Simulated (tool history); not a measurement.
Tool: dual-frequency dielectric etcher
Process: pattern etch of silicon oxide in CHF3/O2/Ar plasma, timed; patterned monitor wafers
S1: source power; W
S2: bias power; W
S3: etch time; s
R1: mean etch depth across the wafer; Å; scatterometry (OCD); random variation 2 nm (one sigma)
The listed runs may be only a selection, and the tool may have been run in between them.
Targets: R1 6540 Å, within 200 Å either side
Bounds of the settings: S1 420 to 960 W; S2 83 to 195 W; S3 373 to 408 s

run  hour   S1   S2     S3      R1
  1     0  690  139    408  7695.9
  2   3.3  650  134    405  7358.4
  3   5.3  620  131  403.5  7170.3
  4  12.4  590  129    402  6972.2
  5  16.8  590  129    408  7119.4
  6  19.8  590  149    408  7565.7
  7  25.3  570  143  404.5  7321.6
  8  30.1  570  143  404.5  7336.8
  9  32.7  550  138  401.5  7079.7
 10  41.4  530  135    400  6901.6
 11  44.5  510  134  399.5  6763.1

Next run, 5 choices. One meets every target within its allowed miss, the rest don't. Which?
  A  47.6  510  133    408   ?
  B  47.6  510  146    408   ?
  C  47.6  510  131    392   ?
  D  47.6  600  131  395.5   ?
  E  47.6  580  131    396   ?

move      R1
   A  6941.8
   B  7242.6
   C  6623.5
   D  6991.5
   E  6933.4
A: moves away from the targets compared with the last run
B: moves away from the targets compared with the last run
C: all results land within tolerance of their targets
D: moves away from the targets compared with the last run
E: moves away from the targets compared with the last run
The move that meets every target is C.
